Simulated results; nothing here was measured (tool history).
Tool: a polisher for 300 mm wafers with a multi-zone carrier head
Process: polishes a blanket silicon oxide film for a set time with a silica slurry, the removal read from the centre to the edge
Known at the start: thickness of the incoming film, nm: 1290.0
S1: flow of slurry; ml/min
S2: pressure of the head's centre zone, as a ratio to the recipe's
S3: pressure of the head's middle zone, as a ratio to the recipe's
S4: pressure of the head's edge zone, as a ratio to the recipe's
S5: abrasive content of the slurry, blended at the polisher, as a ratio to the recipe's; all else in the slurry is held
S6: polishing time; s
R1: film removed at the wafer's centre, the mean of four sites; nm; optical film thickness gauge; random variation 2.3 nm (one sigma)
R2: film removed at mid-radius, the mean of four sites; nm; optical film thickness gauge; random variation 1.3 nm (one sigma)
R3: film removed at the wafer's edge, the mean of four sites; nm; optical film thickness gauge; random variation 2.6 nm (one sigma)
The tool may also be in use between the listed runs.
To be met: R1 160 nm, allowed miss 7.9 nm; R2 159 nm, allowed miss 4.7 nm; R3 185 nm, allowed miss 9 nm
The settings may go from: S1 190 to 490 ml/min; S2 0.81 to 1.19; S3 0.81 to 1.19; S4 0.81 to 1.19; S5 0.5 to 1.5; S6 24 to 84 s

| run | hour | S1 | S2 | S3 | S4 | S5 | S6 | R1 | R2 | R3 |
|---|---|---|---|---|---|---|---|---|---|---|
| 1 | 0 | 315 | 1 | 1 | 1 | 1 | 54 | 185.05 | 181.58 | 186.04 |
| 2 | 3.1 | 315 | 1 | 1 | 1 | 1 | 43 | 145.67 | 142.89 | 146.04 |
| 3 | 7.8 | 315 | 1 | 1 | 1 | 1.1 | 43 | 152.96 | 152.67 | 151.84 |
| 4 | 10.5 | 310 | 0.98 | 0.97 | 1.05 | 1.15 | 44 | 161.09 | 152.93 | 165.76 |
| 5 | 17.2 | 310 | 0.98 | 0.97 | 1.05 | 1.15 | 57 | 204.4 | 199.6 | 208.47 |
| 6 | 22.5 | 305 | 0.94 | 0.94 | 1.03 | 1.1 | 57 | 189.26 | 190.48 | 203.61 |
| 7 | 25 | 300 | 0.92 | 0.91 | 1.02 | 1.05 | 57 | 186.83 | 182.53 | 201.03 |
| 8 | 32.9 | 300 | 0.9 | 0.89 | 1.01 | 1 | 57 | 171.85 | 175.97 | 193.34 |
| 9 | 39 | 300 | 0.9 | 0.87 | 1.01 | 0.95 | 57 | 173.03 | 167.08 | 188.19 |
| 10 | 45.8 | 295 | 0.88 | 0.86 | 1.01 | 0.95 | 57 | 162.78 | 165.15 | 191.05 |

5 next moves are on the table. One of them brings every result within its allowed miss. Which?
| A | 52.6 | 260 | 0.88 | 0.85 | 0.99 | 0.9 | 58 | ? | ? | ? |
| B | 52.6 | 325 | 0.82 | 0.88 | 1 | 0.9 | 59 | ? | ? | ? |
| C | 52.6 | 270 | 0.81 | 0.88 | 1.03 | 1 | 59 | ? | ? | ? |
| D | 52.6 | 310 | 0.96 | 0.81 | 0.94 | 0.95 | 57 | ? | ? | ? |
| E | 52.6 | 190 | 0.84 | 0.89 | 1.03 | 0.8 | 69 | ? | ? | ? |

| move | R1 | R2 | R3 |
|---|---|---|---|
| A | 161.79 | 158.62 | 180.85 |
| B | 157.6 | 169.71 | 188.33 |
| C | 161.23 | 176.18 | 199.3 |
| D | 182.9 | 158.28 | 181.57 |
| E | 162.1 | 173.24 | 197.05 |
A: meets every target
B: further off than the last run
C: further off than the last run
D: brings the result that was furthest off to its target, and leaves another outside
E: further off than the last run
Move A is the one to make.
